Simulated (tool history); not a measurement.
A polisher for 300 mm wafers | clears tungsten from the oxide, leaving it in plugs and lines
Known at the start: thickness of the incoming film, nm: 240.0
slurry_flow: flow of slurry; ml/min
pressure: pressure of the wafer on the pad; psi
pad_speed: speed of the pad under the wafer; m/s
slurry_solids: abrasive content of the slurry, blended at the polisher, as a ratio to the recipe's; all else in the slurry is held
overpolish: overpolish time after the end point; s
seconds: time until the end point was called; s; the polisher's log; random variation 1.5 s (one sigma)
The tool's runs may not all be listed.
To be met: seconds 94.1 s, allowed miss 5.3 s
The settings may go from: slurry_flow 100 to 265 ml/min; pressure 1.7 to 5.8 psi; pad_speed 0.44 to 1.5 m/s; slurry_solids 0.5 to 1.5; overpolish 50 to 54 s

{"run": 1, "hour": 0.0, "slurry_flow": 170, "pressure": 3.7, "pad_speed": 0.96, "slurry_solids": 1, "overpolish": 50, "seconds": 51.626}
{"run": 2, "hour": 5.2, "slurry_flow": 170, "pressure": 3.1, "pad_speed": 0.96, "slurry_solids": 1, "overpolish": 50, "seconds": 57.491}
{"run": 3, "hour": 12.1, "slurry_flow": 170, "pressure": 2.5, "pad_speed": 0.96, "slurry_solids": 1, "overpolish": 50, "seconds": 65.181}
{"run": 4, "hour": 20.9, "slurry_flow": 200, "pressure": 2.5, "pad_speed": 0.96, "slurry_solids": 1, "overpolish": 50, "seconds": 63.677}
{"run": 5, "hour": 27.1, "slurry_flow": 200, "pressure": 2.3, "pad_speed": 0.9, "slurry_solids": 1, "overpolish": 50, "seconds": 71.998}
{"run": 6, "hour": 32.7, "slurry_flow": 200, "pressure": 2.1, "pad_speed": 0.86, "slurry_solids": 1, "overpolish": 50, "seconds": 77.38}
{"run": 7, "hour": 36.3, "slurry_flow": 200, "pressure": 2.1, "pad_speed": 0.86, "slurry_solids": 1, "overpolish": 50, "seconds": 75.523}
{"run": 8, "hour": 40.2, "slurry_flow": 200, "pressure": 2, "pad_speed": 0.82, "slurry_solids": 1, "overpolish": 50, "seconds": 81.377}
{"run": 9, "hour": 48.1, "slurry_flow": 200, "pressure": 1.9, "pad_speed": 0.8, "slurry_solids": 1, "overpolish": 50, "seconds": 85.31}

4 next moves are on the table. One of them brings every result within its allowed miss. Which?
{"run": "A", "hour": 56.0, "slurry_flow": 220, "pressure": 1.7, "pad_speed": 0.66, "slurry_solids": 0.95, "overpolish": 50, "seconds": "?"}
{"run": "B", "hour": 56.0, "slurry_flow": 220, "pressure": 1.7, "pad_speed": 0.7, "slurry_solids": 0.95, "overpolish": 50, "seconds": "?"}
{"run": "C", "hour": 56.0, "slurry_flow": 190, "pressure": 1.7, "pad_speed": 0.78, "slurry_solids": 0.95, "overpolish": 50, "seconds": "?"}
{"run": "D", "hour": 56.0, "slurry_flow": 180, "pressure": 2.8, "pad_speed": 0.68, "slurry_solids": 1.1, "overpolish": 54, "seconds": "?"}

move=A seconds=111.35
move=B seconds=105.24
move=C seconds=96.78
move=D seconds=83.005
A: takes the result that was furthest off past its target
B: takes the result that was furthest off past its target
C: meets every target
D: further off than the last run
The right move is C.
